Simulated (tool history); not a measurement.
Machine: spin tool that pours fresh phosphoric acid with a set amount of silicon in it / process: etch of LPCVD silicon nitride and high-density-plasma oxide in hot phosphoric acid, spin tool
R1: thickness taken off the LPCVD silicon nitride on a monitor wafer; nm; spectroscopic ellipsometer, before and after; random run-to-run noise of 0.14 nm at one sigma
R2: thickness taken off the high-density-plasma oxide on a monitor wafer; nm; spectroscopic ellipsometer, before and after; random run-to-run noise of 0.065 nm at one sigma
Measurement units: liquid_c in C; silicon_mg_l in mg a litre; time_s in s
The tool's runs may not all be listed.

run 1 day=0 | liquid_c=163 silicon_mg_l=10 time_s=180 | R1=18.477 R2=0.5403
run 2 day=0.292 | liquid_c=164 silicon_mg_l=9.5 time_s=190 | R1=20.182 R2=0.68796
run 3 day=0.342 | liquid_c=164.5 silicon_mg_l=11.5 time_s=200 | R1=21.458 R2=0.70966
run 4 day=0.425 | liquid_c=164.5 silicon_mg_l=13.5 time_s=200 | R1=21.513 R2=0.63298
run 5 day=0.742 | liquid_c=166 silicon_mg_l=13.5 time_s=200 | R1=22.555 R2=0.77525
run 6 day=1.062 | liquid_c=166 silicon_mg_l=18 time_s=200 | R1=22.537 R2=0.66831
run 7 day=1.208 | liquid_c=166.5 silicon_mg_l=17.5 time_s=205 | R1=23.579 R2=0.79131
run 8 day=1.446 | liquid_c=166.5 silicon_mg_l=18 time_s=210 | R1=24.238 R2=0.6282
run 9 day=1.796 | liquid_c=167 silicon_mg_l=16.5 time_s=215 | R1=25.037 R2=0.76137

What does the tool deliver on the next run?
run 10 day=1.929 | liquid_c=167.5 silicon_mg_l=15.5 time_s=215 | R1=? R2=?

R1: 25.673 nm
R2: 0.89265 nm
